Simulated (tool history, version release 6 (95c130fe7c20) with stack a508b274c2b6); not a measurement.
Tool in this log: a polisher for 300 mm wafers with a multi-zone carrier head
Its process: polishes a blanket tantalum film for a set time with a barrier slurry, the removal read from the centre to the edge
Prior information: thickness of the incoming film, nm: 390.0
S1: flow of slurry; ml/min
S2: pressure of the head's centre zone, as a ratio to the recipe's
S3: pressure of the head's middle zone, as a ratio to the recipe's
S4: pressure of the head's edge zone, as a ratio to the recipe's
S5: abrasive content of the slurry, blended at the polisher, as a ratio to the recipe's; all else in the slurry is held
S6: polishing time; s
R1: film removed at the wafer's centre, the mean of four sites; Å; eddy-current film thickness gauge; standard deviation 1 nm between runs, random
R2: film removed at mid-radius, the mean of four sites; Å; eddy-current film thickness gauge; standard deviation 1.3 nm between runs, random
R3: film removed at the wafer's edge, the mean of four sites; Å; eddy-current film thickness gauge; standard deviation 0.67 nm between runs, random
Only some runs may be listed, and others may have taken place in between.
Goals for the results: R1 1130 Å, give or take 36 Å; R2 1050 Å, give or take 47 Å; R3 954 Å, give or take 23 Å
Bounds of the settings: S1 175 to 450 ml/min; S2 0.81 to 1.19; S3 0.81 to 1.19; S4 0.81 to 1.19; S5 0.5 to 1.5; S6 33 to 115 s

run,hour,S1,S2,S3,S4,S5,S6,R1,R2,R3
1,0,290,1,1,1,1,73,1142.8,1095.4,1084.8
2,3.6,290,1,1,1,0.9,73,1072.5,1070.8,1033.8
3,12.1,290,1,0.97,1,0.9,73,1087.4,1036.2,1042.2
4,21,290,1,0.97,1,1,73,1156.2,1076,1094.8
5,22.1,290,1,0.97,1,0.85,73,1065.1,994.62,1025
6,26.1,290,1,0.97,1.05,0.85,73,1056.7,1008.5,1046.1
7,30.4,290,1,0.97,1.05,0.85,73,1057.4,998.91,1034.7
8,38.7,295,1.03,0.99,1.02,0.8,73,1081.2,1006.2,1000.5
9,46,300,1.04,1,1.01,0.8,73,1085.5,999.07,987.26
10,53.9,305,1.05,1.02,1,0.8,73,1096.8,1018.1,979.02
11,60.3,305,1.06,1.03,0.99,0.8,73,1111.2,1015,964.03
12,65.8,305,1.06,1.04,0.99,0.8,73,1108.5,1021.3,987.53

Which one of the following 5 next-run settings gets every result inside its allowed miss? There is exactly one.
A,71.3,360,1.06,1.06,0.97,0.8,70,?,?,?
B,71.3,310,1.09,1.07,0.93,0.8,73,?,?,?
C,71.3,190,1.01,1.09,1.06,0.8,75,?,?,?
D,71.3,310,1.08,0.99,1.01,0.9,71,?,?,?
E,71.3,180,1.05,1.03,0.98,0.8,75,?,?,?

move,R1,R2,R3
A,1059.2,1023.3,940.29
B,1123.7,1063.4,953.97
C,1026.3,1066.9,1015.1
D,1144.6,1036.9,1021.4
E,1061.7,1021.4,974.45
A: gets the furthest-off result to its target, but another result is out of tolerance
B: every result lands within tolerance
C: further off than the last run
D: further off than the last run
E: gets the furthest-off result to its target, but another result is out of tolerance
The move that meets every target is B.
